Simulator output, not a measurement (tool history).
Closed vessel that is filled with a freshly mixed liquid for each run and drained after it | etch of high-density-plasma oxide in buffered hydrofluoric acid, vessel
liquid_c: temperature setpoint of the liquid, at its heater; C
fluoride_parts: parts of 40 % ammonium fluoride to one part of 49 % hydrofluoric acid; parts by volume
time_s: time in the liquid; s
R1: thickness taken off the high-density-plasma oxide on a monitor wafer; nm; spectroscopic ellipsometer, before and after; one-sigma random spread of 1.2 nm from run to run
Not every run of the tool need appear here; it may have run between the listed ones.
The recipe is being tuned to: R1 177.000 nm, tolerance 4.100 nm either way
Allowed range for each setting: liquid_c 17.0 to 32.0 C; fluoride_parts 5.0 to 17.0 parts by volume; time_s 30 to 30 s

Run 1, hour 0.0: liquid_c 24.0 C, fluoride_parts 10.5 parts by volume, time_s 30 s. Result: R1 72.638 nm.
Run 2, hour 8.1: liquid_c 25.0 C, fluoride_parts 10.0 parts by volume, time_s 30 s. Result: R1 79.733 nm.
Run 3, hour 12.8: liquid_c 26.0 C, fluoride_parts 9.5 parts by volume, time_s 30 s. Result: R1 87.861 nm.
Run 4, hour 22.1: liquid_c 26.0 C, fluoride_parts 9.5 parts by volume, time_s 30 s. Result: R1 87.311 nm.
Run 5, hour 28.9: liquid_c 23.5 C, fluoride_parts 9.5 parts by volume, time_s 30 s. Result: R1 77.009 nm.
Run 6, hour 37.0: liquid_c 23.5 C, fluoride_parts 8.5 parts by volume, time_s 30 s. Result: R1 84.786 nm.
Run 7, hour 41.8: liquid_c 24.5 C, fluoride_parts 8.0 parts by volume, time_s 30 s. Result: R1 94.756 nm.
Run 8, hour 48.6: liquid_c 25.5 C, fluoride_parts 7.5 parts by volume, time_s 30 s. Result: R1 107.850 nm.
Run 9, hour 56.8: liquid_c 26.5 C, fluoride_parts 7.5 parts by volume, time_s 30 s. Result: R1 114.800 nm.
Run 10, hour 57.9: liquid_c 30.5 C, fluoride_parts 5.5 parts by volume, time_s 30 s. Result: R1 186.960 nm.
Run 11, hour 63.4: liquid_c 30.0 C, fluoride_parts 5.5 parts by volume, time_s 30 s. Result: R1 183.900 nm.

Which of these 5 next moves meets every target?
Run A, hour 68.9: liquid_c 32.0 C, fluoride_parts 6.0 parts by volume, time_s 30 s. Result: R1 ?.
Run B, hour 68.9: liquid_c 31.0 C, fluoride_parts 5.5 parts by volume, time_s 30 s. Result: R1 ?.
Run C, hour 68.9: liquid_c 26.5 C, fluoride_parts 5.0 parts by volume, time_s 30 s. Result: R1 ?.
Run D, hour 68.9: liquid_c 30.5 C, fluoride_parts 5.5 parts by volume, time_s 30 s. Result: R1 ?.
Run E, hour 68.9: liquid_c 31.0 C, fluoride_parts 6.0 parts by volume, time_s 30 s. Result: R1 ?.

move       R1
   A  184.290
   B  188.340
   C  161.010
   D  183.510
   E  174.990
A: misses by more than the last run did
B: misses by more than the last run did
C: takes the result that was furthest off past its target
D: nearer than the last run, and not there yet
E: each result inside its tolerance
So the answer is move E, the one that meets all the targets.

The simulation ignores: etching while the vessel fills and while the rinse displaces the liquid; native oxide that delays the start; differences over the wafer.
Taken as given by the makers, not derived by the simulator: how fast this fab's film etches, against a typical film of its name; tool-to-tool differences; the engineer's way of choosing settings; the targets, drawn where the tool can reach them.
